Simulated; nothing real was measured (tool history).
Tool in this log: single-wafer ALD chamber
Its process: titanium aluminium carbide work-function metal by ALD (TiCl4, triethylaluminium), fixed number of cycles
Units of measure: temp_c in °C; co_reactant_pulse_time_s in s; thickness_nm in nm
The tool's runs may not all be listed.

run  hour  temp_c  co_reactant_pulse_time_s  thickness_nm
  1     0     290                     15.84        1.9281
  2   2.8     290                     13.64        1.9054
  3   6.2     300                     13.64        2.0192
  4    12     300                      9.93        1.8956
  5  17.3     300                      8.11        1.6937
  6  21.4     304                      8.11        1.7254
  7  22.6     306                     10.31        1.9735
  8  30.3     308                     10.33        1.9871
  9  31.9     310                     10.37        2.0088
 10  37.3     311                     10.52        2.0376
 11  43.8     312                     10.59        2.0495

Estimate the outcome of run 12 from the log above:
 12  45.7     313                      10.7             ?

Run 12 produced thickness_nm 2.0611 nm.
